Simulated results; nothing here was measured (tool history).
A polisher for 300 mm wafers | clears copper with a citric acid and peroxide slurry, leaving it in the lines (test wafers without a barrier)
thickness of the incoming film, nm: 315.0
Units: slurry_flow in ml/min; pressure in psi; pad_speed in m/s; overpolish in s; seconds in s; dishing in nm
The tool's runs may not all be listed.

{"run": 1, "hour": 0.0, "slurry_flow": 190, "pressure": 3.7, "pad_speed": 1.34, "slurry_solids": 1, "overpolish": 10, "seconds": 84.551, "dishing": 28.95}
{"run": 2, "hour": 7.7, "slurry_flow": 190, "pressure": 3.7, "pad_speed": 1.22, "slurry_solids": 1, "overpolish": 10, "seconds": 93.026, "dishing": 26.478}
{"run": 3, "hour": 10.5, "slurry_flow": 190, "pressure": 3.7, "pad_speed": 0.98, "slurry_solids": 1, "overpolish": 10, "seconds": 112.57, "dishing": 22.335}
{"run": 4, "hour": 18.6, "slurry_flow": 190, "pressure": 3.7, "pad_speed": 0.98, "slurry_solids": 1, "overpolish": 6, "seconds": 112.93, "dishing": 13.031}
{"run": 5, "hour": 25.7, "slurry_flow": 190, "pressure": 3.7, "pad_speed": 0.98, "slurry_solids": 0.85, "overpolish": 6, "seconds": 116.75, "dishing": 12.892}
{"run": 6, "hour": 31.3, "slurry_flow": 190, "pressure": 3.7, "pad_speed": 0.98, "slurry_solids": 0.85, "overpolish": 7, "seconds": 117.22, "dishing": 14.838}

Forecast run 7:
{"run": 7, "hour": 37.8, "slurry_flow": 185, "pressure": 3.7, "pad_speed": 0.98, "slurry_solids": 0.85, "overpolish": 12, "seconds": "?", "dishing": "?"}

{"run 7": {"seconds": 116.9, "dishing": 24.477}}

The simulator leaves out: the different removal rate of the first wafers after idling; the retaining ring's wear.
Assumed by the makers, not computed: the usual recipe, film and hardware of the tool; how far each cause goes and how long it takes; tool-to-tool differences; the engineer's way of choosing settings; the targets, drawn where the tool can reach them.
